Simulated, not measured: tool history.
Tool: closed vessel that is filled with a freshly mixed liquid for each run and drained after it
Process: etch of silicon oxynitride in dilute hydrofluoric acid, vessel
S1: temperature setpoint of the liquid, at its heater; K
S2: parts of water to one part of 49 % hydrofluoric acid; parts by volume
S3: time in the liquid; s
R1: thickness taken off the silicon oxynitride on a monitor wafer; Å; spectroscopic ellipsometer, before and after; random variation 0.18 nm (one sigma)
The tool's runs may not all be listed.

run,day,S1,S2,S3,R1
1,0.000,298.15,60,965,291.64
2,0.179,296.15,60,965,266.73
3,0.571,296.15,60,755,208.27
4,0.917,297.65,60,755,222.80
5,1.250,299.15,60,755,239.98
6,1.567,301.65,60,755,272.93
7,1.654,302.65,60,755,283.22
8,2.029,302.65,60,755,281.39
9,2.371,303.15,60,755,287.40
10,2.550,303.15,60,755,291.55
11,2.617,303.65,60,755,297.96
12,2.804,304.15,60,755,304.28
13,2.867,304.65,60,755,310.29

Run 14 comes next. What will it give?
14,3.054,305.15,60,755,?

R1: 319.25 Å

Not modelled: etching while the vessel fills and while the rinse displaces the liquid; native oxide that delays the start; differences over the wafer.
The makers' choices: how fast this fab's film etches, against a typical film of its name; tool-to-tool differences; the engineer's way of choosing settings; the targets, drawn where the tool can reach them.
